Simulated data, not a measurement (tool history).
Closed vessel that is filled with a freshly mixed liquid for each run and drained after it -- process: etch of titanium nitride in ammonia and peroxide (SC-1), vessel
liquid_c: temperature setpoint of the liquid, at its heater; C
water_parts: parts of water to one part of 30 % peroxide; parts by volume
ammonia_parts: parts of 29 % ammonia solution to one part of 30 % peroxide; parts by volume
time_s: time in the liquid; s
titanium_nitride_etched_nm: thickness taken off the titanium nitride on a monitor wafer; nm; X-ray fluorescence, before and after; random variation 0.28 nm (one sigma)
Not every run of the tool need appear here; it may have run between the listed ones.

| run | hour | liquid_c | water_parts | ammonia_parts | time_s | titanium_nitride_etched_nm |
|---|---|---|---|---|---|---|
| 1 | 0 | 49 | 14.5 | 0.4 | 1210 | 78.141 |
| 2 | 4.6 | 48 | 14.5 | 0.4 | 1210 | 73.895 |
| 3 | 11.6 | 48 | 11.5 | 0.4 | 1210 | 83.115 |
| 4 | 16.6 | 48 | 8 | 0.4 | 1210 | 100.37 |
| 5 | 17.9 | 48 | 13 | 0.4 | 1210 | 77.731 |
| 6 | 24.1 | 48 | 13 | 0.4 | 1295 | 84.035 |
| 7 | 28.8 | 47 | 13 | 0.4 | 1295 | 77.749 |

Expected results for the next run?
| 8 | 33.8 | 46 | 13 | 0.4 | 1295 | ? |

{"run 8": {"titanium_nitride_etched_nm": 72.645}}

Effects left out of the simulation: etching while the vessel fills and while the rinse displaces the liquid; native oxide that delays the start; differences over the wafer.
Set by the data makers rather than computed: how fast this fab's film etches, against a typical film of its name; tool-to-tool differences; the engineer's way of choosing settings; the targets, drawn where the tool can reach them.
